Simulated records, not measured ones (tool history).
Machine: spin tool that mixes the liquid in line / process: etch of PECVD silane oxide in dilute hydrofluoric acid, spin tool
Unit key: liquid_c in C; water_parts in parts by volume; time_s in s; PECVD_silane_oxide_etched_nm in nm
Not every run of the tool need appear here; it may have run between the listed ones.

run,day,liquid_c,water_parts,time_s,PECVD_silane_oxide_etched_nm
1,0.000,21.0,240,20,2.7854
2,0.129,20.5,250,20,2.6295
3,0.462,20.0,255,20,2.4982
4,0.804,20.0,290,20,2.1343
5,1.125,20.0,360,20,1.6289
6,1.158,20.0,405,20,1.3908
7,1.288,21.5,405,20,1.4597
8,1.421,22.5,405,20,1.5196
# day 1.512: thermometer replaced
9,1.512,23.5,405,20,1.6763
10,1.758,24.0,405,20,1.6964

Run 11 is up next; what results do you expect?
11,2.133,24.5,405,20,?

PECVD_silane_oxide_etched_nm: 1.7197 nm
